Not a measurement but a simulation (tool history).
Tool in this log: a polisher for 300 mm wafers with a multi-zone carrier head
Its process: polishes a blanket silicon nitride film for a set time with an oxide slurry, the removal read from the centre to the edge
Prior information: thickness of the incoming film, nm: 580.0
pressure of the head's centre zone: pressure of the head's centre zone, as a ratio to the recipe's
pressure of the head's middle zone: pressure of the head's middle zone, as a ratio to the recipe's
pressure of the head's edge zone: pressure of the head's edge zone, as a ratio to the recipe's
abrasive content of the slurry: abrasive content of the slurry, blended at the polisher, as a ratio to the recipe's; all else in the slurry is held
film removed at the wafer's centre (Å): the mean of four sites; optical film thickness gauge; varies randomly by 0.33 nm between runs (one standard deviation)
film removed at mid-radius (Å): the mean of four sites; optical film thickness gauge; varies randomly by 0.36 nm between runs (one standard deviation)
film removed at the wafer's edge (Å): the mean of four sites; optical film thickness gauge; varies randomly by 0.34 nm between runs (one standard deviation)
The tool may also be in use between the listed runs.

run	hour	flow of slurry (ml/min)	pressure of the head's centre zone	pressure of the head's middle zone	pressure of the head's edge zone	abrasive content of the slurry	polishing time (s)	film removed at the wafer's centre (Å)	film removed at mid-radius (Å)	film removed at the wafer's edge (Å)
1	0.0	120	1.00	1.00	1.00	1.00	71	444.62	456.16	470.59
2	0.5	120	1.00	1.03	1.00	1.00	71	451.00	476.22	476.35
3	7.8	115	0.96	1.02	0.97	0.85	67	354.97	378.32	383.52
4	15.8	115	0.96	1.02	0.97	0.85	52	274.05	297.08	290.37
5	20.1	115	0.96	1.02	1.03	0.85	52	272.80	297.15	299.10
6	20.7	105	0.94	1.03	1.03	0.85	52	264.27	287.32	295.71
7	27.5	90	0.84	1.08	0.97	0.80	52	197.64	268.16	266.65
8	35.2	95	0.86	1.07	0.97	0.80	52	216.74	269.70	262.56
9	36.4	105	0.86	1.04	1.03	0.85	52	239.50	294.10	296.83
10	41.6	100	0.87	1.04	1.02	0.85	52	233.03	283.21	296.92
# hour 46.9: slurry nozzle cleaned
11	46.9	100	0.87	1.04	1.02	0.85	52	257.61	304.48	305.58
12	50.9	95	0.89	1.05	1.01	0.85	52	259.49	297.52	298.11
13	59.0	100	0.89	1.04	1.00	0.85	52	262.98	304.74	308.39
14	65.3	105	0.90	1.05	1.02	0.85	52	273.81	311.01	311.08
15	66.5	100	0.90	1.05	1.01	0.85	52	263.06	301.59	304.07
16	67.9	100	0.90	1.04	0.99	0.85	52	263.26	303.94	303.90
17	69.0	100	0.90	1.05	1.00	0.85	52	268.48	308.59	303.62
18	73.3	100	0.90	1.04	0.98	0.85	52	273.91	313.67	298.02
19	73.9	100	0.90	1.05	0.99	0.85	51	260.13	308.85	299.59
20	82.2	80	0.85	1.00	0.99	0.75	50	198.35	236.55	247.26

What will run 21 give?
21	89.8	90	0.86	1.01	1.00	0.75	50	?	?	?

film removed at the wafer's centre (Å): 213.22
film removed at mid-radius (Å): 242.67
film removed at the wafer's edge (Å): 254.60
